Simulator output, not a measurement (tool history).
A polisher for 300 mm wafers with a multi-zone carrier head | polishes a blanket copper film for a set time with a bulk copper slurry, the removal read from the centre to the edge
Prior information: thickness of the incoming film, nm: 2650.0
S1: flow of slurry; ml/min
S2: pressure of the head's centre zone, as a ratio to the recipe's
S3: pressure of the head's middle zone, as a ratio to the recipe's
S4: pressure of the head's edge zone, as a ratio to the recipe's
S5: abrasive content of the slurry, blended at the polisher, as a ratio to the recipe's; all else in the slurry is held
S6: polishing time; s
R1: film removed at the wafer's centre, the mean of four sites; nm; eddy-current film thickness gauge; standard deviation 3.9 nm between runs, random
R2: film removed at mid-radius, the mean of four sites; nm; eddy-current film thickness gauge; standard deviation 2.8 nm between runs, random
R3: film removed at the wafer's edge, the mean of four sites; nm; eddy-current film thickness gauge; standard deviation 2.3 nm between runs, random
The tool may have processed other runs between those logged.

| run | day | S1 | S2 | S3 | S4 | S5 | S6 | R1 | R2 | R3 |
|---|---|---|---|---|---|---|---|---|---|---|
| 1 | 0 | 250 | 1 | 1 | 1 | 1 | 61 | 535.07 | 540.33 | 541.41 |
| 2 | 0.262 | 195 | 1 | 1 | 1 | 1 | 61 | 528.47 | 526.8 | 520.15 |
| 3 | 0.533 | 185 | 0.97 | 0.99 | 0.96 | 0.85 | 54 | 429.87 | 435.02 | 440.66 |
| 4 | 0.858 | 185 | 0.97 | 0.99 | 0.99 | 0.85 | 54 | 437.3 | 438.14 | 436.31 |
| 5 | 1.146 | 180 | 0.96 | 1.01 | 0.99 | 0.75 | 49 | 365.74 | 384.73 | 389.39 |
| 6 | 1.212 | 170 | 0.99 | 1.04 | 0.95 | 0.65 | 46 | 345.6 | 361.91 | 347.59 |

Run 7 has not been measured yet. What should we expect?
| 7 | 1.312 | 165 | 0.99 | 1.05 | 0.93 | 0.6 | 44 | ? | ? | ? |

R1: 318.74 nm
R2: 337.51 nm
R3: 321.12 nm

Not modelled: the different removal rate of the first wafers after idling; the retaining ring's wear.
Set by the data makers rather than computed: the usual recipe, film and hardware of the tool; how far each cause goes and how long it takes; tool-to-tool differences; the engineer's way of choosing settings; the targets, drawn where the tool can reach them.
